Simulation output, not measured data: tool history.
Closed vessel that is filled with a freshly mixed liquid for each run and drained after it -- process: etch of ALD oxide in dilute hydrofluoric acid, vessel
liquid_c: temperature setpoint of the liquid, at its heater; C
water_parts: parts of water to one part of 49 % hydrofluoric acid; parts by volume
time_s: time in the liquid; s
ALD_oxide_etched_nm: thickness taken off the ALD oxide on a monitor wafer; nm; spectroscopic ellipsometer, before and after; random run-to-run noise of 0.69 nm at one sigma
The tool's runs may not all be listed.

run	day	liquid_c	water_parts	time_s	ALD_oxide_etched_nm
1	0.000	23.0	55	140	27.615
2	0.192	23.0	35	140	43.987
3	0.454	25.5	30	140	58.416
4	0.567	27.0	30	140	61.807
5	0.746	27.0	40	140	45.204
6	0.821	27.0	40	140	45.147
7	1.017	28.0	35	140	54.713
8	1.154	29.0	30	140	67.703

Expected results for the next run?
9	1.417	31.0	25	140	?

For run 9 the tool returned ALD_oxide_etched_nm 87.393 nm.
